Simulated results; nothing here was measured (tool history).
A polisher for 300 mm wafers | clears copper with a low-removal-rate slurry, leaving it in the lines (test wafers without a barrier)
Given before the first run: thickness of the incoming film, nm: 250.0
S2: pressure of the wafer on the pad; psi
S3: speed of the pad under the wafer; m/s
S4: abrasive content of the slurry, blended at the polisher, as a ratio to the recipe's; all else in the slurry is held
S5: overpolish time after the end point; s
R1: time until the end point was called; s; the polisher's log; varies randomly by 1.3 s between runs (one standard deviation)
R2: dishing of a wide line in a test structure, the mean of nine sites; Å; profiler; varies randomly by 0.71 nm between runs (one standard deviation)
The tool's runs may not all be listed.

{"run": 1, "day": 0.0, "flow of slurry (ml/min)": 210, "S2": 2.1, "S3": 1.22, "S4": 1.0, "S5": 15, "R1": 121.0, "R2": 228.93}
{"run": 2, "day": 0.271, "flow of slurry (ml/min)": 210, "S2": 2.4, "S3": 1.22, "S4": 1.0, "S5": 15, "R1": 101.77, "R2": 256.14}
{"run": 3, "day": 0.571, "flow of slurry (ml/min)": 210, "S2": 2.4, "S3": 0.92, "S4": 1.0, "S5": 15, "R1": 126.56, "R2": 231.03}
{"run": 4, "day": 0.683, "flow of slurry (ml/min)": 245, "S2": 2.4, "S3": 0.92, "S4": 1.0, "S5": 15, "R1": 121.15, "R2": 226.12}
{"run": 5, "day": 0.833, "flow of slurry (ml/min)": 245, "S2": 2.7, "S3": 0.92, "S4": 1.0, "S5": 15, "R1": 107.24, "R2": 253.18}
{"run": 6, "day": 0.942, "flow of slurry (ml/min)": 245, "S2": 2.8, "S3": 0.92, "S4": 1.0, "S5": 15, "R1": 104.85, "R2": 266.47}
{"run": 7, "day": 1.221, "flow of slurry (ml/min)": 245, "S2": 2.9, "S3": 0.94, "S4": 1.0, "S5": 15, "R1": 102.52, "R2": 269.59}
{"run": 8, "day": 1.321, "flow of slurry (ml/min)": 250, "S2": 3.0, "S3": 0.96, "S4": 1.0, "S5": 15, "R1": 97.491, "R2": 274.26}

Estimate the outcome of run 9 from the log above:
{"run": 9, "day": 1.579, "flow of slurry (ml/min)": 250, "S2": 3.0, "S3": 0.98, "S4": 1.0, "S5": 15, "R1": "?", "R2": "?"}

R1: 96.351 s
R2: 282.41 Å
